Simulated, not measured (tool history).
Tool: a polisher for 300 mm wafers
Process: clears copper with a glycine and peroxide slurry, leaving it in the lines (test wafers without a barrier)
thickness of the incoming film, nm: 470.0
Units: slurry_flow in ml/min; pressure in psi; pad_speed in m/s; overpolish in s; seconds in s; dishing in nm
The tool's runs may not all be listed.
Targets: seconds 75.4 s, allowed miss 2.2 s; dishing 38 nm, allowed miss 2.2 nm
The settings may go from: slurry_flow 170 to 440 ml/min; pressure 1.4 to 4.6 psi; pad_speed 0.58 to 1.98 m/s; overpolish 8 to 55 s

run 1 hour=0 | slurry_flow=280 pressure=3 pad_speed=1.28 overpolish=28 | seconds=66.381 dishing=79.334
run 2 hour=5.5 | slurry_flow=245 pressure=2.5 pad_speed=1.44 overpolish=22 | seconds=71.1 dishing=66.516
run 3 hour=12.5 | slurry_flow=245 pressure=1.8 pad_speed=1.44 overpolish=22 | seconds=92.631 dishing=55.829
run 4 hour=15.5 | slurry_flow=200 pressure=1.8 pad_speed=1.44 overpolish=22 | seconds=95.384 dishing=57.961
run 5 hour=16.2 | slurry_flow=275 pressure=1.7 pad_speed=1.52 overpolish=18 | seconds=92.158 dishing=50.122
run 6 hour=24.7 | slurry_flow=325 pressure=1.7 pad_speed=1.6 overpolish=15 | seconds=85.608 dishing=44.998
run 7 hour=28.6 | slurry_flow=405 pressure=2 pad_speed=1.62 overpolish=8 | seconds=73.867 dishing=31.816
run 8 hour=31.5 | slurry_flow=385 pressure=2 pad_speed=1.62 overpolish=9 | seconds=73.944 dishing=35.316
run 9 hour=37 | slurry_flow=375 pressure=2 pad_speed=1.62 overpolish=9 | seconds=74.916 dishing=35.672
run 10 hour=44.4 | slurry_flow=365 pressure=2 pad_speed=1.62 overpolish=14 | seconds=73.936 dishing=49.725
run 11 hour=48.7 | slurry_flow=365 pressure=2 pad_speed=1.6 overpolish=13 | seconds=74.219 dishing=46.206
run 12 hour=56.6 | slurry_flow=365 pressure=2 pad_speed=1.6 overpolish=13 | seconds=76.256 dishing=45.717
run 13 hour=61.7 | slurry_flow=365 pressure=2 pad_speed=1.6 overpolish=13 | seconds=74.505 dishing=45.303
run 14 hour=68.7 | slurry_flow=370 pressure=2 pad_speed=1.6 overpolish=12 | seconds=75.17 dishing=44.208
run 15 hour=74.6 | slurry_flow=370 pressure=2 pad_speed=1.6 overpolish=11 | seconds=74.886 dishing=41.157

Which of these 5 next moves meets every target?
run A hour=80.5 | slurry_flow=415 pressure=1.7 pad_speed=1.88 overpolish=12 | seconds=? dishing=?
run B hour=80.5 | slurry_flow=395 pressure=2 pad_speed=1.58 overpolish=12 | seconds=? dishing=?
run C hour=80.5 | slurry_flow=370 pressure=1.6 pad_speed=1.98 overpolish=10 | seconds=? dishing=?
run D hour=80.5 | slurry_flow=285 pressure=2 pad_speed=1.8 overpolish=12 | seconds=? dishing=?
run E hour=80.5 | slurry_flow=395 pressure=2.3 pad_speed=1.52 overpolish=11 | seconds=? dishing=?

move=A seconds=74.566 dishing=44.339
move=B seconds=75.434 dishing=44.461
move=C seconds=75.752 dishing=38.213
move=D seconds=69.614 dishing=46.831
move=E seconds=69.274 dishing=44.594
A: further off than the last run
B: further off than the last run
C: meets every target
D: further off than the last run
E: further off than the last run
Move C is the one to make.
